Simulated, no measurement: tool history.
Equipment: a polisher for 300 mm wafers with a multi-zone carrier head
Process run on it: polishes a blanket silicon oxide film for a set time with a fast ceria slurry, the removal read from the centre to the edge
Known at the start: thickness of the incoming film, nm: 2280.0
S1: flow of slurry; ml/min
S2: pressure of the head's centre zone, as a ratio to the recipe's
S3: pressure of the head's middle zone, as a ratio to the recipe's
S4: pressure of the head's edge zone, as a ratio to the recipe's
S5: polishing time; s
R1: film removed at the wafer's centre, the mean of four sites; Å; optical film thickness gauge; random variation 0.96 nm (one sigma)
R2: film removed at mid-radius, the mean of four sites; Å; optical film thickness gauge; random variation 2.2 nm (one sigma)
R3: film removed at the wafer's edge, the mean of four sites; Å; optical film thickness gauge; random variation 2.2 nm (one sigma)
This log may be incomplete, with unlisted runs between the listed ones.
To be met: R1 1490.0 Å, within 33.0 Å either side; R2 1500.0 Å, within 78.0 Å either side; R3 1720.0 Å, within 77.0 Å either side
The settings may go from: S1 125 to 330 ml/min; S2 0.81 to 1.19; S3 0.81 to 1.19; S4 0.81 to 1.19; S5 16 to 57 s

run 1 hour=0.0 | S1=210 S2=1.00 S3=1.00 S4=1.00 S5=36 | R1=2083.0 R2=2111.5 R3=2045.9
run 2 hour=3.2 | S1=195 S2=0.96 S3=0.95 S4=1.00 S5=35 | R1=1914.6 R2=1914.5 R3=2013.9
run 3 hour=4.4 | S1=190 S2=0.93 S3=0.92 S4=0.97 S5=34 | R1=1838.5 R2=1857.9 R3=1939.2
run 4 hour=11.2 | S1=185 S2=0.91 S3=0.90 S4=0.97 S5=33 | R1=1709.7 R2=1767.4 R3=1850.8
run 5 hour=17.1 | S1=175 S2=0.90 S3=0.88 S4=0.98 S5=32 | R1=1623.8 R2=1628.4 R3=1817.5
run 6 hour=20.9 | S1=175 S2=0.90 S3=0.88 S4=1.06 S5=32 | R1=1628.0 R2=1694.8 R3=1908.1
run 7 hour=27.9 | S1=170 S2=0.89 S3=0.87 S4=1.03 S5=32 | R1=1616.1 R2=1638.6 R3=1845.9
run 8 hour=35.7 | S1=160 S2=0.88 S3=0.86 S4=1.01 S5=32 | R1=1589.3 R2=1591.4 R3=1815.3
run 9 hour=42.3 | S1=140 S2=0.84 S3=0.84 S4=0.95 S5=31 | R1=1439.0 R2=1486.3 R3=1725.3

Below are 5 possible settings for the next run. Only one of them brings all results inside the allowed miss of their targets. Which is it?
run A hour=48.9 | S1=150 S2=0.81 S3=0.81 S4=0.99 S5=31 | R1=? R2=? R3=?
run B hour=48.9 | S1=125 S2=0.81 S3=0.82 S4=1.03 S5=32 | R1=? R2=? R3=?
run C hour=48.9 | S1=125 S2=0.89 S3=0.86 S4=1.02 S5=31 | R1=? R2=? R3=?
run D hour=48.9 | S1=165 S2=0.83 S3=0.90 S4=0.89 S5=30 | R1=? R2=? R3=?
run E hour=48.9 | S1=145 S2=0.82 S3=0.81 S4=0.94 S5=31 | R1=? R2=? R3=?

move=A R1=1389.3 R2=1451.6 R3=1730.3
move=B R1=1403.6 R2=1484.6 R3=1795.4
move=C R1=1495.7 R2=1494.8 R3=1730.1
move=D R1=1394.0 R2=1547.0 R3=1602.5
move=E R1=1401.0 R2=1446.5 R3=1683.9
A: lands further from the targets than the last run did
B: lands further from the targets than the last run did
C: all results land within tolerance of their targets
D: lands further from the targets than the last run did
E: lands further from the targets than the last run did
Answer: C
